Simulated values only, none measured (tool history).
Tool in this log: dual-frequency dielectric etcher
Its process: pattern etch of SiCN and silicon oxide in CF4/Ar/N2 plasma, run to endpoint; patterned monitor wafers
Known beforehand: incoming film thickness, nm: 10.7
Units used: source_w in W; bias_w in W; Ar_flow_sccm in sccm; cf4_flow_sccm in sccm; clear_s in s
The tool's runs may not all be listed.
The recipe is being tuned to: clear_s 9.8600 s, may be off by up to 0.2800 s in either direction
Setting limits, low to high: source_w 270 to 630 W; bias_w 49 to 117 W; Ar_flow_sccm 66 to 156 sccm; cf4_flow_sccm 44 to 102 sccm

run	day	source_w	bias_w	Ar_flow_sccm	cf4_flow_sccm	clear_s
1	0.000	450	83	111	73	12.1570
2	0.225	450	83	126	73	12.2470
3	0.550	450	90	126	73	11.8560
4	0.912	470	91	126	73	11.3960
5	0.988	400	91	126	73	13.1660
6	1.258	430	92	126	73	12.3780
7	1.496	460	93	126	73	11.5210
8	1.700	480	94	126	73	10.9680
9	2.054	490	94	126	73	10.7070
10	2.338	500	94	126	73	10.6290
11	2.371	510	94	126	73	10.4380
12	2.512	520	94	126	73	10.1820

Consider the 4 candidate settings below. Which is the only one whose results all fall within their allowed miss of target?
A	2.654	520	106	122	64	?
B	2.654	520	88	130	71	?
C	2.654	500	90	124	72	?
D	2.654	550	107	94	62	?

move	clear_s
A	9.9309
B	10.5480
C	10.7610
D	9.1782
A: all results land within tolerance of their targets
B: the biggest miss grows against the last run
C: the biggest miss grows against the last run
D: takes the result that was furthest off past its target
Answer: A

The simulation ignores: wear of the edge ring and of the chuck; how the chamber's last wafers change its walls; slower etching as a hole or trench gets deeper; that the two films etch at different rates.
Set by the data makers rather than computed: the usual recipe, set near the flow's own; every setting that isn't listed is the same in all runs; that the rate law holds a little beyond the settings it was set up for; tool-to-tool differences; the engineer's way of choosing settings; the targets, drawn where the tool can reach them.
